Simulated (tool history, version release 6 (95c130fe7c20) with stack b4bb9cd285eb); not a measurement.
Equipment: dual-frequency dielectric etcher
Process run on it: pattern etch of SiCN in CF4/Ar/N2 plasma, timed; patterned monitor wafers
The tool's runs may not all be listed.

run,day,source power (kW),bias power (kW),Ar flow (sccm),CF4 flow (sccm),etch time (s),mean etch depth across the wafer (nm)
1,0.000,0.520,0.093,79,78,212.0,218.85
2,0.033,0.520,0.107,79,78,212.0,226.26
3,0.067,0.480,0.107,79,78,212.0,213.47
4,0.238,0.570,0.107,79,78,212.0,242.83
5,0.558,0.570,0.107,91,78,212.0,234.91
6,0.788,0.570,0.107,101,78,212.0,231.89
7,0.983,0.540,0.107,101,78,212.0,223.04
8,1.225,0.510,0.107,101,78,212.0,211.18
9,1.321,0.490,0.107,101,78,212.0,204.93
10,1.512,0.480,0.107,101,78,212.0,202.21

The next listed run, before its measurement:
11,1.846,0.470,0.107,101,78,212.0,?

Run 11 produced mean etch depth across the wafer (nm) 197.01.

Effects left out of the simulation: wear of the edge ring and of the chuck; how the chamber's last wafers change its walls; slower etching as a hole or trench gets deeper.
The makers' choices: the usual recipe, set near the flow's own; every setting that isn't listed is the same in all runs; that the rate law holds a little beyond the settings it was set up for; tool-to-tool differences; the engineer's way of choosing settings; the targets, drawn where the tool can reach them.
